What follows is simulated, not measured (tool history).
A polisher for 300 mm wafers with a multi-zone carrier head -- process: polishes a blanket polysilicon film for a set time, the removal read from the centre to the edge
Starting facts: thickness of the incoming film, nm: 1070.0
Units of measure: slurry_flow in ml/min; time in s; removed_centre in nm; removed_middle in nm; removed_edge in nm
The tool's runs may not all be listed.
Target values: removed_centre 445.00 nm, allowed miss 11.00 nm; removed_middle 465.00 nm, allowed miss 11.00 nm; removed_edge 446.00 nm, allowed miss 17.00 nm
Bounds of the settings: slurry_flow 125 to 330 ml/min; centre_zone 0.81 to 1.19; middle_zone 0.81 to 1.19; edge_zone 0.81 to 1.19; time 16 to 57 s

run 1 hour=0.0 | slurry_flow=210 centre_zone=1.00 middle_zone=1.00 edge_zone=1.00 time=36 | removed_centre=338.23 removed_middle=331.64 removed_edge=329.87
run 2 hour=7.5 | slurry_flow=210 centre_zone=1.00 middle_zone=1.00 edge_zone=1.00 time=39 | removed_centre=362.41 removed_middle=363.70 removed_edge=360.04
run 3 hour=15.0 | slurry_flow=220 centre_zone=1.01 middle_zone=1.02 edge_zone=1.03 time=40 | removed_centre=382.01 removed_middle=376.63 removed_edge=378.77
run 4 hour=16.6 | slurry_flow=230 centre_zone=1.01 middle_zone=1.04 edge_zone=1.04 time=40 | removed_centre=380.52 removed_middle=385.49 removed_edge=377.78
run 5 hour=22.8 | slurry_flow=230 centre_zone=0.94 middle_zone=1.04 edge_zone=1.04 time=40 | removed_centre=359.85 removed_middle=387.55 removed_edge=369.20
run 6 hour=25.9 | slurry_flow=235 centre_zone=0.96 middle_zone=1.06 edge_zone=1.06 time=41 | removed_centre=370.92 removed_middle=401.43 removed_edge=388.99
run 7 hour=27.0 | slurry_flow=245 centre_zone=0.98 middle_zone=1.08 edge_zone=1.07 time=41 | removed_centre=386.20 removed_middle=411.24 removed_edge=394.39
run 8 hour=30.1 | slurry_flow=250 centre_zone=0.99 middle_zone=1.10 edge_zone=1.09 time=41 | removed_centre=388.24 removed_middle=414.91 removed_edge=396.36
run 9 hour=35.8 | slurry_flow=255 centre_zone=1.00 middle_zone=1.11 edge_zone=1.10 time=41 | removed_centre=390.31 removed_middle=419.63 removed_edge=395.23

Exactly one of the 5 candidate moves below puts every result within its allowed miss. Which one?
run A hour=41.5 | slurry_flow=230 centre_zone=1.04 middle_zone=1.10 edge_zone=1.13 time=46 | removed_centre=? removed_middle=? removed_edge=?
run B hour=41.5 | slurry_flow=330 centre_zone=1.01 middle_zone=1.15 edge_zone=0.98 time=43 | removed_centre=? removed_middle=? removed_edge=?
run C hour=41.5 | slurry_flow=215 centre_zone=0.96 middle_zone=0.94 edge_zone=1.12 time=52 | removed_centre=? removed_middle=? removed_edge=?
run D hour=41.5 | slurry_flow=195 centre_zone=0.94 middle_zone=0.97 edge_zone=1.19 time=50 | removed_centre=? removed_middle=? removed_edge=?
run E hour=41.5 | slurry_flow=210 centre_zone=0.84 middle_zone=0.93 edge_zone=1.17 time=51 | removed_centre=? removed_middle=? removed_edge=?

move=A removed_centre=446.01 removed_middle=466.43 removed_edge=448.83
move=B removed_centre=421.78 removed_middle=466.05 removed_edge=409.65
move=C removed_centre=469.31 removed_middle=463.90 removed_edge=504.38
move=D removed_centre=439.20 removed_middle=452.55 removed_edge=491.65
move=E removed_centre=413.94 removed_middle=450.47 removed_edge=501.46
A: meets every target
B: an improvement on the last run, though not all results are within tolerance
C: the result that was furthest off in the last run now lies on the other side of its target
D: meets the target for the result that was furthest off, but another lies outside its allowed miss
E: an improvement on the last run, though not all results are within tolerance
Move A is the one to make.
